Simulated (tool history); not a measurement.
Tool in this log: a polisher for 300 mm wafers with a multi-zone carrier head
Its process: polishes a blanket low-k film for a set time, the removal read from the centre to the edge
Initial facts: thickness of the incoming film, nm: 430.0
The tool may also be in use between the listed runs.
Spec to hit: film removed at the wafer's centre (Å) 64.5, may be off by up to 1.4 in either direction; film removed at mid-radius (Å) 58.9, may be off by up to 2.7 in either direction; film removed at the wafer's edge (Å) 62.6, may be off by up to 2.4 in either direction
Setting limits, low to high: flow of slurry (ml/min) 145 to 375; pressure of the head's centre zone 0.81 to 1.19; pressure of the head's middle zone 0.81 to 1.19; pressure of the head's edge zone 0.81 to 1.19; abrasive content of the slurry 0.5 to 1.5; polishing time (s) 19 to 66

| run | day | flow of slurry (ml/min) | pressure of the head's centre zone | pressure of the head's middle zone | pressure of the head's edge zone | abrasive content of the slurry | polishing time (s) | film removed at the wafer's centre (Å) | film removed at mid-radius (Å) | film removed at the wafer's edge (Å) |
|---|---|---|---|---|---|---|---|---|---|---|
| 1 | 0 | 240 | 1 | 1 | 1 | 1 | 42 | 116.77 | 114.92 | 112.24 |
| 2 | 0.208 | 240 | 1 | 1 | 0.97 | 1 | 42 | 116.76 | 116.01 | 111.74 |
| 3 | 0.304 | 240 | 1 | 1 | 0.94 | 1 | 42 | 115.58 | 114.6 | 110.4 |
| 4 | 0.354 | 240 | 0.99 | 0.96 | 0.92 | 0.85 | 38 | 99.639 | 95.688 | 92.397 |
| 5 | 0.554 | 240 | 0.99 | 0.96 | 0.92 | 0.85 | 29 | 75.333 | 71.347 | 72.201 |
| 6 | 0.917 | 240 | 0.99 | 0.93 | 0.92 | 0.85 | 29 | 75.225 | 71.624 | 71.958 |
| 7 | 1.275 | 230 | 0.98 | 0.9 | 0.93 | 0.75 | 29 | 71.477 | 64.163 | 68.132 |
| 8 | 1.383 | 215 | 0.96 | 0.89 | 0.91 | 0.75 | 29 | 69.648 | 64.658 | 66.811 |
| 9 | 1.45 | 205 | 0.95 | 0.87 | 0.91 | 0.75 | 29 | 69.064 | 61.267 | 67.622 |
| 10 | 1.742 | 185 | 0.92 | 0.88 | 0.82 | 0.65 | 29 | 62.024 | 58.647 | 60.664 |

4 candidate next runs follow, results not yet known. Just one meets every target within its allowed miss. Identify it.
| A | 2.033 | 150 | 1.01 | 0.9 | 0.81 | 0.6 | 29 | ? | ? | ? |
| B | 2.033 | 180 | 0.91 | 0.94 | 0.81 | 0.65 | 28 | ? | ? | ? |
| C | 2.033 | 165 | 0.93 | 0.84 | 0.83 | 0.7 | 29 | ? | ? | ? |
| D | 2.033 | 145 | 0.83 | 0.84 | 0.84 | 0.7 | 30 | ? | ? | ? |

| move | film removed at the wafer's centre (Å) | film removed at mid-radius (Å) | film removed at the wafer's edge (Å) |
|---|---|---|---|
| A | 65.743 | 57.715 | 58.489 |
| B | 59.729 | 60.31 | 58.672 |
| C | 64.422 | 58.057 | 62.802 |
| D | 58.778 | 59.514 | 64.824 |
A: the furthest-off result lands on target, but another misses its tolerance
B: its largest miss is bigger than the last run's
C: in spec on every target
D: its largest miss is bigger than the last run's
The right move is C.
